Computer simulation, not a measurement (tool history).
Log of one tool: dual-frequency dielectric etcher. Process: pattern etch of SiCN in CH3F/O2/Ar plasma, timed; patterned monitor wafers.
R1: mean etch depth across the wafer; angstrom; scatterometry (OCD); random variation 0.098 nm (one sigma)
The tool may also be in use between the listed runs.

run 1 hour=0 | source_power_(kW)=0.5 bias_power_(kW)=0.071 etch_time_(s)=75 | R1=310.52
run 2 hour=0.8 | source_power_(kW)=0.44 bias_power_(kW)=0.069 etch_time_(s)=75 | R1=292.66
run 3 hour=8.5 | source_power_(kW)=0.44 bias_power_(kW)=0.062 etch_time_(s)=75 | R1=282.79
run 4 hour=17.4 | source_power_(kW)=0.41 bias_power_(kW)=0.061 etch_time_(s)=75 | R1=272.95
run 5 hour=20.9 | source_power_(kW)=0.41 bias_power_(kW)=0.061 etch_time_(s)=78.5 | R1=286.86
-- hour=21.7 bias power generator calibrated
run 6 hour=21.7 | source_power_(kW)=0.45 bias_power_(kW)=0.061 etch_time_(s)=78.5 | R1=292.17
run 7 hour=30.5 | source_power_(kW)=0.41 bias_power_(kW)=0.059 etch_time_(s)=78.5 | R1=276.43

Run 8 comes next. What will it give?
run 8 hour=37.5 | source_power_(kW)=0.39 bias_power_(kW)=0.059 etch_time_(s)=78.5 | R1=?

R1: 272.3 angstrom
